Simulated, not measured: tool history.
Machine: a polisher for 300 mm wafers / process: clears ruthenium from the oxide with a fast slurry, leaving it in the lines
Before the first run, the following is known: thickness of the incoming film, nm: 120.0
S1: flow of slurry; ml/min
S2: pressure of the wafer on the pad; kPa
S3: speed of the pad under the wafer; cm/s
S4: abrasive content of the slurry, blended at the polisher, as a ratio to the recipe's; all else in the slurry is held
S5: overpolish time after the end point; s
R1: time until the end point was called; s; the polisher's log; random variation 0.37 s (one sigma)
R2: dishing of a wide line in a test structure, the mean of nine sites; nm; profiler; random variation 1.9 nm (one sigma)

run	hour	S1	S2	S3	S4	S5	R1	R2
1	0	125	20	126	1	29	28.21	95.519
2	2.3	125	20	126	1	17	27.716	61.737
3	10.1	95	20	126	1	17	29.921	59.512
4	13.7	95	20	108	1	17	35.438	52.566
5	17.1	95	20	108	1	9	34.623	29.19
6	20.8	95	23.4	108	1	9	28.024	33.133

What does the tool deliver on the next run?
7	22.9	90	22.1	132	0.9	14	?	?

R1: 28.371 s
R2: 53.238 nm
